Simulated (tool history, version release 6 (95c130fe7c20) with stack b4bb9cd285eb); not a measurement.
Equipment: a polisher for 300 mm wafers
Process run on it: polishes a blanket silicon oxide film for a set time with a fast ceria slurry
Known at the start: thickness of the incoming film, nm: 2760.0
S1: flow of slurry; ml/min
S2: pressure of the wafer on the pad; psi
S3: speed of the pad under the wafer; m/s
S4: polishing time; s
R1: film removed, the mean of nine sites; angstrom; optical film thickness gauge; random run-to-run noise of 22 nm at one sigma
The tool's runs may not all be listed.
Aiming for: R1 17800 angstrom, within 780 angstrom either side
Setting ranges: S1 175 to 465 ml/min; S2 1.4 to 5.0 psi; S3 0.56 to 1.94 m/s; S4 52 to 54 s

run,hour,S1,S2,S3,S4,R1
1,0.0,295,3.2,1.24,52,10857
2,7.4,295,3.6,1.24,52,11993
3,13.8,295,3.9,1.24,52,13180
4,15.5,295,4.1,1.24,52,14068
5,22.7,295,4.2,1.24,52,14167
6,31.6,295,3.5,1.24,52,11470
7,40.1,295,3.8,1.24,52,12720
8,45.1,295,4.7,1.28,52,16029
9,52.3,295,4.8,1.30,52,16996

Which one of the following 5 next-run settings gets every result inside its allowed miss? There is exactly one.
A,59.5,215,5.0,1.16,54,?
B,59.5,365,5.0,1.24,54,?
C,59.5,295,4.8,1.22,53,?
D,59.5,295,4.2,1.34,54,?
E,59.5,335,4.9,1.24,52,?

move,R1
A,15729
B,17712
C,16145
D,15811
E,16608
A: misses by more than the last run did
B: all results in spec
C: misses by more than the last run did
D: misses by more than the last run did
E: misses by more than the last run did
The move that meets every target is B.
